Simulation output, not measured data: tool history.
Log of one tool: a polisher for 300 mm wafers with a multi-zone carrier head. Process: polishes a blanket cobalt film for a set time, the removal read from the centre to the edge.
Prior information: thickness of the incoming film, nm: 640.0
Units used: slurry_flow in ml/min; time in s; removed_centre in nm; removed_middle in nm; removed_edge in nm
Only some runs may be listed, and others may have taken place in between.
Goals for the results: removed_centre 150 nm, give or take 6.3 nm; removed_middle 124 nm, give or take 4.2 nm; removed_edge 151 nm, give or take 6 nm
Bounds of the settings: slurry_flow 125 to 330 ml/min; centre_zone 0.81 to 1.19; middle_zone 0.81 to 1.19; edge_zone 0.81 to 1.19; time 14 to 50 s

| run | day | slurry_flow | centre_zone | middle_zone | edge_zone | time | removed_centre | removed_middle | removed_edge |
|---|---|---|---|---|---|---|---|---|---|
| 1 | 0 | 210 | 1 | 1 | 1 | 32 | 118.53 | 115.84 | 117.08 |
| 2 | 0.225 | 210 | 1 | 0.97 | 1 | 32 | 118.34 | 112.56 | 117.13 |
| 3 | 0.375 | 210 | 1 | 1 | 1 | 32 | 118.32 | 115.39 | 116.04 |
| 4 | 0.542 | 220 | 1.02 | 0.97 | 1.04 | 33 | 124.67 | 116.7 | 124.98 |
| 5 | 0.738 | 220 | 1.02 | 0.97 | 1.09 | 33 | 125.8 | 118.24 | 125 |
| 6 | 0.792 | 230 | 1.03 | 0.94 | 1.11 | 34 | 131.6 | 117.79 | 130.96 |
| 7 | 1.033 | 235 | 1.03 | 0.92 | 1.13 | 35 | 135.77 | 120.06 | 135.93 |
| 8 | 1.075 | 240 | 1.03 | 0.9 | 1.15 | 36 | 140.59 | 118.57 | 140.53 |
| 9 | 1.175 | 245 | 1.03 | 0.9 | 1.16 | 36 | 143.18 | 119.9 | 144.92 |

Which one of the following 4 next-run settings gets every result inside its allowed miss? There is exactly one.
| A | 1.275 | 280 | 1.1 | 0.97 | 1.11 | 35 | ? | ? | ? |
| B | 1.275 | 325 | 1.05 | 0.83 | 1.19 | 34 | ? | ? | ? |
| C | 1.275 | 235 | 0.98 | 0.93 | 1.11 | 35 | ? | ? | ? |
| D | 1.275 | 285 | 1.03 | 0.85 | 1.14 | 38 | ? | ? | ? |

| move | removed_centre | removed_middle | removed_edge |
|---|---|---|---|
| A | 148.85 | 130.59 | 139.1 |
| B | 140.06 | 113.12 | 141.9 |
| C | 129.57 | 123.66 | 137.09 |
| D | 151.43 | 127.32 | 153.55 |
A: corrects the largest miss of the last run, while another result sits out of spec
B: moves away from the targets compared with the last run
C: moves away from the targets compared with the last run
D: every result lands within tolerance
The right move is D.

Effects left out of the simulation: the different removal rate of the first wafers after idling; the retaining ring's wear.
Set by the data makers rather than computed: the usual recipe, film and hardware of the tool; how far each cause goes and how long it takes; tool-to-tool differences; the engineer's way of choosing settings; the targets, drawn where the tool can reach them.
